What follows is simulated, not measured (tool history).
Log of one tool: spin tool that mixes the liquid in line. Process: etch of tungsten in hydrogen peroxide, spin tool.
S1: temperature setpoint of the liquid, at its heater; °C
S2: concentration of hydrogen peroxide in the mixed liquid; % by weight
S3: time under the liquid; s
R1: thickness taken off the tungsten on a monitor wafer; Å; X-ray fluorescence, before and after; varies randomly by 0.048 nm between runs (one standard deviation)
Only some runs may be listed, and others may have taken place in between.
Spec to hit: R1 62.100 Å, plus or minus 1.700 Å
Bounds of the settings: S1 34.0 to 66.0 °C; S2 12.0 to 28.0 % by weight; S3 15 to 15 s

run  hour    S1    S2  S3       R1
  1   0.0  50.0  19.0  15  115.850
  2   5.9  50.0  15.0  15  104.610
  3  12.4  48.0  15.0  15   93.659
  4  15.1  48.0  15.0  15   93.394
  5  21.9  46.5  15.0  15   84.626
  6  27.8  45.5  15.0  15   79.924
  7  31.0  44.5  15.0  15   74.071
  8  32.6  41.0  15.0  15   58.439

4 next moves are on the table. One of them brings every result within its allowed miss. Which?
  A  34.2  39.0  15.5  15   ?
  B  34.2  43.0  12.5  15   ?
  C  34.2  41.0  13.0  15   ?
  D  34.2  40.5  16.0  15   ?

move      R1
   A  53.243
   B  61.931
   C  55.540
   D  59.652
A: lands further from the targets than the last run did
B: all results in spec
C: lands further from the targets than the last run did
D: nearer the targets than the last run, but a result is still out of spec
B meets every target.

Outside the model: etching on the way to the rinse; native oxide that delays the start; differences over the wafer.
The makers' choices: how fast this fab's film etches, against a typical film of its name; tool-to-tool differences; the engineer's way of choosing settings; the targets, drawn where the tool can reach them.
